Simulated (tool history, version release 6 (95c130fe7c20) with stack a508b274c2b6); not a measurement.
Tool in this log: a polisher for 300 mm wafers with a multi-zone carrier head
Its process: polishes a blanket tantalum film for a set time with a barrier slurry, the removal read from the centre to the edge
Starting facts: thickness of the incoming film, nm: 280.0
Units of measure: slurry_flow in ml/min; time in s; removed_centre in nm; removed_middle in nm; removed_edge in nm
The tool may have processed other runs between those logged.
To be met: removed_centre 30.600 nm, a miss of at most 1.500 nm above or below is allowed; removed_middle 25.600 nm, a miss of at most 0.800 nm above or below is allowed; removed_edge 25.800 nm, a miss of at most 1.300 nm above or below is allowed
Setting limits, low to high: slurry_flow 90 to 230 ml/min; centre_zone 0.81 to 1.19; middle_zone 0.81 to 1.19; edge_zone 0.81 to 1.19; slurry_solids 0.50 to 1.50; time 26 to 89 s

run 1 hour=0.0 | slurry_flow=150 centre_zone=1.00 middle_zone=1.00 edge_zone=1.00 slurry_solids=1.00 time=57 | removed_centre=43.980 removed_middle=45.183 removed_edge=48.256
run 2 hour=2.5 | slurry_flow=150 centre_zone=1.02 middle_zone=1.00 edge_zone=0.98 slurry_solids=0.95 time=54 | removed_centre=41.678 removed_middle=42.145 removed_edge=44.043
run 3 hour=6.0 | slurry_flow=150 centre_zone=1.02 middle_zone=1.04 edge_zone=0.98 slurry_solids=0.95 time=54 | removed_centre=41.875 removed_middle=43.706 removed_edge=45.100
run 4 hour=7.1 | slurry_flow=150 centre_zone=1.02 middle_zone=1.08 edge_zone=0.98 slurry_solids=0.95 time=54 | removed_centre=42.105 removed_middle=45.721 removed_edge=44.360
run 5 hour=8.2 | slurry_flow=150 centre_zone=1.02 middle_zone=1.08 edge_zone=0.98 slurry_solids=0.95 time=61 | removed_centre=47.912 removed_middle=51.095 removed_edge=50.433
run 6 hour=11.9 | slurry_flow=150 centre_zone=1.04 middle_zone=1.06 edge_zone=0.96 slurry_solids=0.90 time=58 | removed_centre=44.211 removed_middle=47.223 removed_edge=46.699
run 7 hour=16.7 | slurry_flow=160 centre_zone=1.06 middle_zone=1.03 edge_zone=0.94 slurry_solids=0.90 time=54 | removed_centre=44.261 removed_middle=43.954 removed_edge=44.571
run 8 hour=18.9 | slurry_flow=160 centre_zone=1.08 middle_zone=1.02 edge_zone=0.92 slurry_solids=0.85 time=51 | removed_centre=40.270 removed_middle=39.624 removed_edge=39.748
run 9 hour=21.2 | slurry_flow=165 centre_zone=1.18 middle_zone=0.92 edge_zone=0.82 slurry_solids=0.60 time=42 | removed_centre=32.835 removed_middle=26.779 removed_edge=27.548

Which single option among these 4 for the next run brings every result within its allowed miss of target? Just one does.
run A hour=23.5 | slurry_flow=195 centre_zone=1.19 middle_zone=0.85 edge_zone=0.81 slurry_solids=0.70 time=39 | removed_centre=? removed_middle=? removed_edge=?
run B hour=23.5 | slurry_flow=195 centre_zone=1.10 middle_zone=0.95 edge_zone=0.98 slurry_solids=0.50 time=46 | removed_centre=? removed_middle=? removed_edge=?
run C hour=23.5 | slurry_flow=180 centre_zone=1.17 middle_zone=0.93 edge_zone=0.81 slurry_solids=0.65 time=38 | removed_centre=? removed_middle=? removed_edge=?
run D hour=23.5 | slurry_flow=140 centre_zone=1.06 middle_zone=0.95 edge_zone=0.81 slurry_solids=0.65 time=44 | removed_centre=? removed_middle=? removed_edge=?

move=A removed_centre=34.110 removed_middle=25.744 removed_edge=27.867
move=B removed_centre=32.122 removed_middle=28.548 removed_edge=30.386
move=C removed_centre=30.989 removed_middle=25.658 removed_edge=25.919
move=D removed_centre=29.884 removed_middle=27.922 removed_edge=28.426
A: further off than the last run
B: further off than the last run
C: hits every target within its allowed miss
D: the furthest-off result lands on target, but another misses its tolerance
Move C is the one to make.

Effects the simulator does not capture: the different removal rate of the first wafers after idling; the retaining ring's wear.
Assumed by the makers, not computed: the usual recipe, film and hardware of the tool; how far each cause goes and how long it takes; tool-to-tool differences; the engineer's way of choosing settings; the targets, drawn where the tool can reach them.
